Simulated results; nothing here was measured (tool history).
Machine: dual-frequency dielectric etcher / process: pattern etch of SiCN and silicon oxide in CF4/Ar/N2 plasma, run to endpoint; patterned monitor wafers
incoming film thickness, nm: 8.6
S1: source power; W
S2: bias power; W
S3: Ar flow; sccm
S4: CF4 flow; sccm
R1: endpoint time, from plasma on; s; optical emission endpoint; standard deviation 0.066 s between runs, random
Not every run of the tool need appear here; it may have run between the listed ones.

run 1 hour=0.0 | S1=550 S2=97 S3=84 S4=67 | R1=6.5997
run 2 hour=6.8 | S1=550 S2=112 S3=84 S4=67 | R1=6.1979
run 3 hour=14.8 | S1=550 S2=112 S3=75 S4=67 | R1=6.1879
run 4 hour=20.6 | S1=550 S2=112 S3=75 S4=62 | R1=6.2653
run 5 hour=24.4 | S1=510 S2=111 S3=75 S4=62 | R1=6.7432
run 6 hour=26.4 | S1=490 S2=110 S3=75 S4=62 | R1=7.0489

What does the tool deliver on the next run?
run 7 hour=32.4 | S1=480 S2=110 S3=75 S4=62 | R1=?

R1: 7.4146 s

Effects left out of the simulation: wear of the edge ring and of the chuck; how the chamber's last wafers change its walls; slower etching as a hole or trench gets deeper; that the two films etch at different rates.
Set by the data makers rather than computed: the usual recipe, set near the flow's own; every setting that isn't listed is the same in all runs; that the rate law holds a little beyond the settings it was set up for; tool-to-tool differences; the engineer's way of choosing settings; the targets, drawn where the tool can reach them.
